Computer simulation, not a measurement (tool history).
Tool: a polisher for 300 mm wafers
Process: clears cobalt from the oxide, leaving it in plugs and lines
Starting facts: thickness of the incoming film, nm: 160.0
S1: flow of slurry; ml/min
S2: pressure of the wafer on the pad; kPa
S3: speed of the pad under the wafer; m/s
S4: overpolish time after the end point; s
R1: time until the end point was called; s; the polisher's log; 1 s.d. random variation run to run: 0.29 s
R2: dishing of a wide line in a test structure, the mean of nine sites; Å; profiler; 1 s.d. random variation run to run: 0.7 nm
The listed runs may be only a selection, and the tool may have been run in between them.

| run | day | S1 | S2 | S3 | S4 | R1 | R2 |
|---|---|---|---|---|---|---|---|
| 1 | 0.000 | 235 | 17.2 | 1.16 | 11 | 19.767 | 441.90 |
| 2 | 0.375 | 235 | 17.2 | 1.16 | 8 | 19.573 | 395.59 |
| 3 | 0.442 | 235 | 20.7 | 1.16 | 8 | 16.872 | 417.20 |
| 4 | 0.538 | 235 | 20.7 | 1.30 | 8 | 14.388 | 453.63 |
| 5 | 0.704 | 245 | 21.4 | 1.24 | 7 | 15.155 | 427.77 |
| 6 | 0.896 | 245 | 18.6 | 1.24 | 7 | 16.964 | 391.35 |
| 7 | 1.242 | 265 | 18.6 | 1.26 | 6 | 16.759 | 357.24 |
| 8 | 1.346 | 270 | 18.6 | 1.26 | 5 | 17.342 | 319.27 |
|  | 1.412 | head pressure recalibrated |
| 9 | 1.412 | 270 | 19.3 | 1.26 | 5 | 17.686 | 321.32 |

Forecast run 10:
| 10 | 1.550 | 270 | 19.3 | 1.26 | 5 | ? | ? |

Run 10 yielded R1 17.478 s, R2 316.12 Å.
